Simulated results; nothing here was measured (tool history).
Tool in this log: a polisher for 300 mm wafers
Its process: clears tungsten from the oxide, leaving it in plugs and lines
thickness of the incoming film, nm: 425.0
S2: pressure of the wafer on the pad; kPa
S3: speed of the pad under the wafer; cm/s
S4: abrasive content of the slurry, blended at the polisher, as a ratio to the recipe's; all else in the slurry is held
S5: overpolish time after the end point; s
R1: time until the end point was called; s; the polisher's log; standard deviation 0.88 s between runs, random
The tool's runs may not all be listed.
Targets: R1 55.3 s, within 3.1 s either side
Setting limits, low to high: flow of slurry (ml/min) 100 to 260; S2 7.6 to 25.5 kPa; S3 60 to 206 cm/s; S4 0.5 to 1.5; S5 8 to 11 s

run 1 hour=0 | flow_of_slurry_(ml/min)=165 S2=16.5 S3=132 S4=1 S5=11 | R1=84.145
run 2 hour=2.7 | flow_of_slurry_(ml/min)=165 S2=18.6 S3=134 S4=1 S5=11 | R1=74.369
run 3 hour=8.7 | flow_of_slurry_(ml/min)=165 S2=20 S3=136 S4=1 S5=11 | R1=71.391
run 4 hour=11.9 | flow_of_slurry_(ml/min)=165 S2=21.4 S3=138 S4=1 S5=11 | R1=66.46
-- hour=18.6 slurry blender recalibrated
run 5 hour=18.6 | flow_of_slurry_(ml/min)=125 S2=21.4 S3=138 S4=1 S5=11 | R1=68.727
run 6 hour=20 | flow_of_slurry_(ml/min)=100 S2=21.4 S3=138 S4=1 S5=11 | R1=72.264
run 7 hour=23 | flow_of_slurry_(ml/min)=110 S2=22.8 S3=140 S4=1 S5=11 | R1=66.13
run 8 hour=24.9 | flow_of_slurry_(ml/min)=115 S2=23.4 S3=142 S4=1 S5=11 | R1=65.432
run 9 hour=32.7 | flow_of_slurry_(ml/min)=120 S2=24.1 S3=146 S4=1 S5=11 | R1=61.415
run 10 hour=41 | flow_of_slurry_(ml/min)=120 S2=24.1 S3=146 S4=1 S5=11 | R1=59.604

Which of these 4 next moves meets every target?
run A hour=49.3 | flow_of_slurry_(ml/min)=105 S2=25.5 S3=140 S4=0.95 S5=9 | R1=?
run B hour=49.3 | flow_of_slurry_(ml/min)=125 S2=24.1 S3=116 S4=1.1 S5=11 | R1=?
run C hour=49.3 | flow_of_slurry_(ml/min)=110 S2=25.5 S3=158 S4=0.85 S5=10 | R1=?
run D hour=49.3 | flow_of_slurry_(ml/min)=130 S2=22.8 S3=134 S4=1.15 S5=11 | R1=?

move=A R1=59.592
move=B R1=67.931
move=C R1=54.017
move=D R1=62.181
A: neither nearer nor further off than the last run
B: moves away from the targets compared with the last run
C: every result within its allowed miss
D: moves away from the targets compared with the last run
Move C is the one to make.
